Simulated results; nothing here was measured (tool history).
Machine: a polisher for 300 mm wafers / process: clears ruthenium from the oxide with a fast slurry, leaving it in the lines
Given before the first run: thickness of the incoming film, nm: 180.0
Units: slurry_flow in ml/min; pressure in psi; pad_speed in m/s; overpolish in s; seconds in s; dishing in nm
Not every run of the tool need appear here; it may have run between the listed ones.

{"run": 1, "hour": 0.0, "slurry_flow": 130, "pressure": 2.6, "pad_speed": 0.86, "slurry_solids": 1, "overpolish": 25, "seconds": 44.421, "dishing": 71.818}
{"run": 2, "hour": 3.0, "slurry_flow": 130, "pressure": 2.6, "pad_speed": 1.08, "slurry_solids": 1, "overpolish": 25, "seconds": 36.359, "dishing": 85.652}
{"run": 3, "hour": 6.0, "slurry_flow": 130, "pressure": 2.5, "pad_speed": 1, "slurry_solids": 0.95, "overpolish": 24, "seconds": 41.28, "dishing": 72.266}
{"run": 4, "hour": 9.2, "slurry_flow": 130, "pressure": 2.4, "pad_speed": 0.94, "slurry_solids": 0.9, "overpolish": 23, "seconds": 44.879, "dishing": 65.428}
{"run": 5, "hour": 15.7, "slurry_flow": 130, "pressure": 2.4, "pad_speed": 1.1, "slurry_solids": 0.9, "overpolish": 23, "seconds": 39.423, "dishing": 73.324}
{"run": 6, "hour": 21.2, "slurry_flow": 125, "pressure": 2.3, "pad_speed": 1.02, "slurry_solids": 0.85, "overpolish": 22, "seconds": 48.292, "dishing": 61.868}
{"run": 7, "hour": 28.6, "slurry_flow": 125, "pressure": 2.2, "pad_speed": 0.96, "slurry_solids": 0.85, "overpolish": 21, "seconds": 53.379, "dishing": 54.111}
{"hour": 36.4, "done": "head pressure recalibrated"}
{"run": 8, "hour": 36.4, "slurry_flow": 125, "pressure": 2.1, "pad_speed": 0.9, "slurry_solids": 0.85, "overpolish": 20, "seconds": 61.2, "dishing": 45.038}

Predict the results of run 9:
{"run": 9, "hour": 37.0, "slurry_flow": 125, "pressure": 2, "pad_speed": 0.86, "slurry_solids": 0.85, "overpolish": 20, "seconds": "?", "dishing": "?"}

Logged for run 9: seconds 68.147 s, dishing 41.854 nm.
